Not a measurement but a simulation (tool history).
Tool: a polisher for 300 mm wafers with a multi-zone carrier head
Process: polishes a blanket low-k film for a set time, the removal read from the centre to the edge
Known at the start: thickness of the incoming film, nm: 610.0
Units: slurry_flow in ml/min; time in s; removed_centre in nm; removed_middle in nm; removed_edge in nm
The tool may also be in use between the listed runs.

run,hour,slurry_flow,centre_zone,middle_zone,edge_zone,slurry_solids,time,removed_centre,removed_middle,removed_edge
1,0,210,1,1,1,1,40,13.725,14.193,13.407
2,8.1,205,0.99,0.97,0.98,0.9,40,12.971,13.294,12.74
3,14.4,205,0.99,0.97,0.98,0.9,44,14.433,14.681,14.055
4,19.3,180,0.99,0.97,0.98,0.9,44,14.204,14.239,13.898
5,23.6,180,0.99,0.97,0.98,1,44,14.662,14.685,14.52
6,28.4,180,0.99,0.93,0.98,1,44,14.855,14.492,14.324

Forecast run 7:
7,30.7,170,0.98,0.91,0.98,0.9,43,?,?,?

{"run 7": {"removed_centre": 13.684, "removed_middle": 13.3, "removed_edge": 13.602}}

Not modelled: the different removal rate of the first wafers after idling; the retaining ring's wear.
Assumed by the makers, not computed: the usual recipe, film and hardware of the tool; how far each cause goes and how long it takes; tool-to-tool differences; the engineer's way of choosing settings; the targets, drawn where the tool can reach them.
